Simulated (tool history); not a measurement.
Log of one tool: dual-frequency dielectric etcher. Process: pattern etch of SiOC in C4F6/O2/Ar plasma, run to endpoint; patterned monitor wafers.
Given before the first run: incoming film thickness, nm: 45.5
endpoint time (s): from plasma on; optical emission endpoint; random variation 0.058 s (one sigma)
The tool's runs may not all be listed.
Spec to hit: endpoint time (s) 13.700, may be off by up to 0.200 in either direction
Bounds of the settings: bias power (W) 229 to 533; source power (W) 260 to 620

Run 1, day 0.000: bias power (W) 381, source power (W) 440. Result: endpoint time (s) 16.439.
Run 2, day 0.067: bias power (W) 381, source power (W) 410. Result: endpoint time (s) 17.085.
Run 3, day 0.308: bias power (W) 381, source power (W) 450. Result: endpoint time (s) 16.193.
Run 4, day 0.471: bias power (W) 440, source power (W) 450. Result: endpoint time (s) 15.435.
Run 5, day 0.825: bias power (W) 470, source power (W) 450. Result: endpoint time (s) 15.104.
Run 6, day 0.879: bias power (W) 533, source power (W) 450. Result: endpoint time (s) 14.515.
Run 7, day 1.183: bias power (W) 533, source power (W) 470. Result: endpoint time (s) 14.267.
Run 8, day 1.504: bias power (W) 533, source power (W) 480. Result: endpoint time (s) 14.034.

Exercise: of the 5 proposed moves below, exactly one satisfies all targets within the stated allowed misses. Which move is it?
Run A, day 1.825: bias power (W) 533, source power (W) 530. Result: endpoint time (s) ?.
Run B, day 1.825: bias power (W) 533, source power (W) 460. Result: endpoint time (s) ?.
Run C, day 1.825: bias power (W) 523, source power (W) 480. Result: endpoint time (s) ?.
Run D, day 1.825: bias power (W) 511, source power (W) 470. Result: endpoint time (s) ?.
Run E, day 1.825: bias power (W) 525, source power (W) 510. Result: endpoint time (s) ?.

move  endpoint time (s)
   A             13.257
   B             14.264
   C             14.038
   D             14.305
   E             13.588
A: takes the biggest miss from the last run beyond its target
B: moves away from the targets compared with the last run
C: roughly where the last run was
D: moves away from the targets compared with the last run
E: in spec on every target
E meets every target.
